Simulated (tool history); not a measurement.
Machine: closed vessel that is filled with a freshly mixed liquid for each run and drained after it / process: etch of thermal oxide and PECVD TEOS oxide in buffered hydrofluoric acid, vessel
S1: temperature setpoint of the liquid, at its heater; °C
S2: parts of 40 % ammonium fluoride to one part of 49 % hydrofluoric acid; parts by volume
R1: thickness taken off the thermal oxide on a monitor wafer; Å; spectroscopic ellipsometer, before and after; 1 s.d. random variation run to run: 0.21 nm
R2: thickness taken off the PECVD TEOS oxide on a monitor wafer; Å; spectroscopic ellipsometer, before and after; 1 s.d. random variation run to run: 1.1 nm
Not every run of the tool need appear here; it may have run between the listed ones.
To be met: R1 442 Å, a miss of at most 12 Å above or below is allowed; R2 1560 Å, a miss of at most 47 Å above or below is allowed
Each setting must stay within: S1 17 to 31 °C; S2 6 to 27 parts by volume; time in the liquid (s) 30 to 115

run 1 hour=0 | S1=23 S2=16.5 time_in_the_liquid_(s)=60 | R1=377.01 R2=1351.9
run 2 hour=8.7 | S1=23 S2=20 time_in_the_liquid_(s)=60 | R1=312.7 R2=1100
run 3 hour=11.8 | S1=23 S2=20 time_in_the_liquid_(s)=45 | R1=234.37 R2=830.57
run 4 hour=14.7 | S1=23 S2=20 time_in_the_liquid_(s)=60 | R1=314.4 R2=1115.7
run 5 hour=16.2 | S1=26 S2=20 time_in_the_liquid_(s)=60 | R1=372.04 R2=1292.2
run 6 hour=20.6 | S1=26 S2=21.5 time_in_the_liquid_(s)=60 | R1=349.72 R2=1243.1
run 7 hour=28.9 | S1=26.5 S2=21.5 time_in_the_liquid_(s)=60 | R1=365.14 R2=1275.8
run 8 hour=35.4 | S1=27 S2=21.5 time_in_the_liquid_(s)=60 | R1=370.79 R2=1302.3
run 9 hour=42.2 | S1=27.5 S2=21.5 time_in_the_liquid_(s)=60 | R1=377.05 R2=1349.1
run 10 hour=49.6 | S1=28 S2=21.5 time_in_the_liquid_(s)=60 | R1=395.13 R2=1377.1
run 11 hour=51.8 | S1=29 S2=21.5 time_in_the_liquid_(s)=60 | R1=413.4 R2=1445.4
run 12 hour=59.6 | S1=29.5 S2=21.5 time_in_the_liquid_(s)=60 | R1=422.39 R2=1491.9

Exercise: of the 4 proposed moves below, exactly one satisfies all targets within the stated allowed misses. Which move is it?
run A hour=67.4 | S1=29 S2=24 time_in_the_liquid_(s)=65 | R1=? R2=?
run B hour=67.4 | S1=20 S2=27 time_in_the_liquid_(s)=115 | R1=? R2=?
run C hour=67.4 | S1=31 S2=17 time_in_the_liquid_(s)=45 | R1=? R2=?
run D hour=67.4 | S1=30.5 S2=27 time_in_the_liquid_(s)=70 | R1=? R2=?

move=A R1=412.56 R2=1457.9
move=B R1=411.22 R2=1453.2
move=C R1=421.79 R2=1490.5
move=D R1=443.96 R2=1568.8
A: further off than the last run
B: further off than the last run
C: roughly where the last run was
D: every result within its allowed miss
Correct choice: D, which meets every target

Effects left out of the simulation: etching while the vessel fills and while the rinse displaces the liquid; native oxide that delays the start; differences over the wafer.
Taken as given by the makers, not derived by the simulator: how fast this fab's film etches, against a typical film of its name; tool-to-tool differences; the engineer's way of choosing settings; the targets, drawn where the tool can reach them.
